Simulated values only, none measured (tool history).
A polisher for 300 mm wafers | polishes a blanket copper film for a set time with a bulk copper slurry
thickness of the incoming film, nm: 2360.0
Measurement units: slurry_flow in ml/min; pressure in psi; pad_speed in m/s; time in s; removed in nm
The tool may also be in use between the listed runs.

run  hour  slurry_flow  pressure  pad_speed  slurry_solids  time  removed
  1     0          185       1.7       1.24              1   118   741.61
  2   8.5          185       1.4       1.24              1   118   641.44
  3  16.4          185       1.4       1.48              1   118   702.61
  4  24.4          185       1.4       1.34              1   118   652.48
  5  33.2          185       1.1       1.34              1   118   516.75
  6  34.4          185       0.8       1.34              1   118   408.29
  7  40.4          185       0.9       1.34              1   118   455.27
  8  48.8          185         1       1.34              1   118   496.87
  9  53.3          185       1.1       1.34              1   118   536.65
 10  60.3          185       1.2       1.34              1   118    573.1

Estimate the outcome of run 11 from the log above:
 11  65.3          185       1.3       1.34              1   118        ?

{"run 11": {"removed": 604}}
